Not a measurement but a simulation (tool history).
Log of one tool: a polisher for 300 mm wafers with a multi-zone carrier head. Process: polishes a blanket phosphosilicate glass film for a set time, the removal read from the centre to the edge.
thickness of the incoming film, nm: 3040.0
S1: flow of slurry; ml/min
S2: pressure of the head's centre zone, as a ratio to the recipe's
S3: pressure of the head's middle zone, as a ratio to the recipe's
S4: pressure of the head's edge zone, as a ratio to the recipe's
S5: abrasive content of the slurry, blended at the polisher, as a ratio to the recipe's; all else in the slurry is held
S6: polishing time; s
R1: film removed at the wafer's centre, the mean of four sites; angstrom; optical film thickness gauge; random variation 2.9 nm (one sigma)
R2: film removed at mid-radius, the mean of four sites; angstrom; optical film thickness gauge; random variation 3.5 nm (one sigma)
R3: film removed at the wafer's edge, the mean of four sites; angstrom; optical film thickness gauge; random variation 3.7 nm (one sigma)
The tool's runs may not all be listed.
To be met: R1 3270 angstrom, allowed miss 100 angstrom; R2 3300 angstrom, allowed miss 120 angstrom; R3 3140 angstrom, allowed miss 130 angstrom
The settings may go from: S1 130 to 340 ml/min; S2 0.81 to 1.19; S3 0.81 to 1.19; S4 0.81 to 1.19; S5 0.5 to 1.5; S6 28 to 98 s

run 1 day=0 | S1=220 S2=1 S3=1 S4=1 S5=1 S6=63 | R1=4676.9 R2=4779.7 R3=4859.3
run 2 day=0.354 | S1=220 S2=1 S3=1 S4=1 S5=0.9 S6=63 | R1=4359.3 R2=4354.4 R3=4488.7
run 3 day=0.404 | S1=220 S2=1.06 S3=1 S4=1 S5=0.9 S6=63 | R1=4570.4 R2=4394.5 R3=4371.3
run 4 day=0.662 | S1=220 S2=0.99 S3=1 S4=1 S5=0.9 S6=63 | R1=4270.4 R2=4436.8 R3=4363.1
run 5 day=0.85 | S1=220 S2=0.99 S3=1 S4=1 S5=0.9 S6=74 | R1=5062.4 R2=5176.2 R3=5232.1
run 6 day=0.992 | S1=215 S2=0.98 S3=0.99 S4=0.96 S5=0.8 S6=71 | R1=4300 R2=4361 R3=4333.4
run 7 day=1.292 | S1=210 S2=0.97 S3=0.98 S4=0.92 S5=0.75 S6=71 | R1=4007.2 R2=4181.9 R3=4050.6
run 8 day=1.362 | S1=205 S2=0.97 S3=0.96 S4=0.89 S5=0.7 S6=71 | R1=3741.6 R2=3830.5 R3=3777.9
run 9 day=1.579 | S1=200 S2=0.98 S3=0.96 S4=0.87 S5=0.65 S6=71 | R1=3420.6 R2=3447.7 R3=3311.3
run 10 day=1.879 | S1=190 S2=0.98 S3=0.96 S4=0.87 S5=0.65 S6=71 | R1=3386 R2=3451.6 R3=3353.1
run 11 day=2.238 | S1=185 S2=0.99 S3=0.96 S4=0.86 S5=0.65 S6=71 | R1=3413.7 R2=3437.2 R3=3283.9
run 12 day=2.412 | S1=175 S2=0.99 S3=0.96 S4=0.86 S5=0.65 S6=71 | R1=3373.8 R2=3364.6 R3=3218.3
run 13 day=2.492 | S1=170 S2=0.99 S3=0.96 S4=0.86 S5=0.65 S6=71 | R1=3380.2 R2=3426.6 R3=3278.3

Which of these 4 next moves meets every target?
run A day=2.571 | S1=185 S2=1.17 S3=0.95 S4=0.82 S5=0.6 S6=71 | R1=? R2=? R3=?
run B day=2.571 | S1=195 S2=1 S3=0.99 S4=0.89 S5=0.7 S6=61 | R1=? R2=? R3=?
run C day=2.571 | S1=160 S2=0.96 S3=1 S4=0.81 S5=0.65 S6=74 | R1=? R2=? R3=?
run D day=2.571 | S1=225 S2=1.1 S3=1.02 S4=0.81 S5=0.6 S6=72 | R1=? R2=? R3=?

move=A R1=3577.3 R2=3106 R3=2944.9
move=B R1=3236.8 R2=3370.5 R3=3229.3
move=C R1=3361.9 R2=3679.6 R3=3377.7
move=D R1=3485.4 R2=3347.5 R3=3011.7
A: further off than the last run
B: meets every target
C: brings the result that was furthest off to its target, and leaves another outside
D: further off than the last run
Move B is the one to make.

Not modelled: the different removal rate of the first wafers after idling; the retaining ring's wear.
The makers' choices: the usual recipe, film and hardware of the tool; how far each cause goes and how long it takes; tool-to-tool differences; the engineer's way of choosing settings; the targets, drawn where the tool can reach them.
